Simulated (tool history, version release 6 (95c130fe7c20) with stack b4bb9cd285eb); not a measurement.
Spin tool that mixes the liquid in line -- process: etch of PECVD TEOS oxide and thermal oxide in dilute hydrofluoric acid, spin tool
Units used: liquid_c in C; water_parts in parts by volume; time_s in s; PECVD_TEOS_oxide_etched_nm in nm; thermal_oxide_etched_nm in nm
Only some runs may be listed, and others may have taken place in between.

| run | day | liquid_c | water_parts | time_s | PECVD_TEOS_oxide_etched_nm | thermal_oxide_etched_nm |
|---|---|---|---|---|---|---|
| 1 | 0 | 23 | 95 | 55 | 6.509 | 2.4281 |
| 2 | 0.267 | 20.5 | 95 | 55 | 5.8478 | 2.2454 |
| 3 | 0.346 | 23 | 95 | 55 | 6.5183 | 2.4522 |
| 4 | 0.504 | 23 | 120 | 55 | 4.9786 | 1.9342 |
| 5 | 0.7 | 23 | 145 | 55 | 4.0749 | 1.5438 |
| 6 | 0.883 | 20 | 145 | 55 | 3.5938 | 1.3543 |
| 7 | 1.104 | 24 | 105 | 55 | 6.1031 | 2.327 |
| 8 | 1.162 | 25.5 | 100 | 55 | 6.7857 | 2.5645 |
| 9 | 1.4 | 26.5 | 95 | 55 | 7.4784 | 2.8261 |
| 10 | 1.475 | 27.5 | 90 | 55 | 8.2504 | 3.0909 |
| 11 | 1.533 | 28 | 85 | 55 | 9.0409 | 3.3345 |
| 12 | 1.604 | 28.5 | 85 | 55 | 9.1647 | 3.4705 |

The next listed run, before its measurement:
| 13 | 1.633 | 29 | 85 | 55 | ? | ? |

{"run 13": {"PECVD_TEOS_oxide_etched_nm": 9.3551, "thermal_oxide_etched_nm": 3.5008}}
